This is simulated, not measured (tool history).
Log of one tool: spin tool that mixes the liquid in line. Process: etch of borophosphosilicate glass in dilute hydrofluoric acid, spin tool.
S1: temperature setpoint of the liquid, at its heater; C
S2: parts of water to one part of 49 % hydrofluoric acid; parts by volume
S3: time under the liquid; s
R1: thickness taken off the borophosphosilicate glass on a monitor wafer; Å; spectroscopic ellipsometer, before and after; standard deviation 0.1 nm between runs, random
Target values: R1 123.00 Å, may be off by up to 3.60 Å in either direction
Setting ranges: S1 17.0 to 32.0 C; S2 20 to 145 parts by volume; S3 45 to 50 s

| run | hour | S1 | S2 | S3 | R1 |
|---|---|---|---|---|---|
| 1 | 0.0 | 24.0 | 80 | 45 | 160.14 |
| 2 | 0.9 | 24.0 | 60 | 45 | 218.15 |
| 3 | 4.3 | 23.0 | 65 | 45 | 193.45 |
| 4 | 5.3 | 23.0 | 80 | 45 | 154.05 |
| 5 | 10.2 | 22.0 | 80 | 45 | 147.05 |
| 6 | 16.8 | 21.5 | 80 | 45 | 145.01 |
| 7 | 24.5 | 21.0 | 80 | 45 | 142.65 |
| 8 | 33.1 | 20.5 | 80 | 45 | 138.47 |

Of the 4 settings listed for the next run, only one would bring every result within its allowed miss of target. Which one?
| A | 41.7 | 21.0 | 90 | 45 | ? |
| B | 41.7 | 17.5 | 85 | 45 | ? |
| C | 41.7 | 17.5 | 95 | 50 | ? |
| D | 41.7 | 21.0 | 85 | 50 | ? |

| move | R1 |
|---|---|
| A | 123.80 |
| B | 113.92 |
| C | 112.05 |
| D | 146.49 |
A: all results land within tolerance of their targets
B: moves the result that the last run missed by most past its target, out the other side
C: moves the result that the last run missed by most past its target, out the other side
D: lands further from the targets than the last run did
A meets every target.
